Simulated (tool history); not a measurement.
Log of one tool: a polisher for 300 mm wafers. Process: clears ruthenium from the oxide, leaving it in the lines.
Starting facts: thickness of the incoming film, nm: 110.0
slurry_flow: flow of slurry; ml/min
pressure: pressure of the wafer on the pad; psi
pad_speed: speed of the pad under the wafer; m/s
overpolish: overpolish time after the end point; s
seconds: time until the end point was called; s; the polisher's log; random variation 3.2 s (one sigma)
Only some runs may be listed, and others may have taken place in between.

run 1 hour=0.0 | slurry_flow=235 pressure=1.9 pad_speed=0.86 overpolish=6 | seconds=126.77
run 2 hour=6.1 | slurry_flow=235 pressure=2.1 pad_speed=0.86 overpolish=6 | seconds=116.42
run 3 hour=12.6 | slurry_flow=255 pressure=2.1 pad_speed=0.86 overpolish=6 | seconds=115.76
run 4 hour=16.6 | slurry_flow=255 pressure=2.1 pad_speed=0.86 overpolish=6 | seconds=117.17
run 5 hour=21.8 | slurry_flow=255 pressure=1.8 pad_speed=0.80 overpolish=6 | seconds=142.32
run 6 hour=28.1 | slurry_flow=255 pressure=1.6 pad_speed=0.76 overpolish=6 | seconds=163.07
run 7 hour=32.3 | slurry_flow=255 pressure=1.4 pad_speed=0.72 overpolish=6 | seconds=189.80
run 8 hour=36.6 | slurry_flow=255 pressure=1.3 pad_speed=0.70 overpolish=6 | seconds=206.11
run 9 hour=44.0 | slurry_flow=255 pressure=1.2 pad_speed=0.70 overpolish=6 | seconds=220.11

Estimate the outcome of run 10 from the log above:
run 10 hour=51.5 | slurry_flow=255 pressure=1.1 pad_speed=0.70 overpolish=6 | seconds=?

seconds: 227.92 s

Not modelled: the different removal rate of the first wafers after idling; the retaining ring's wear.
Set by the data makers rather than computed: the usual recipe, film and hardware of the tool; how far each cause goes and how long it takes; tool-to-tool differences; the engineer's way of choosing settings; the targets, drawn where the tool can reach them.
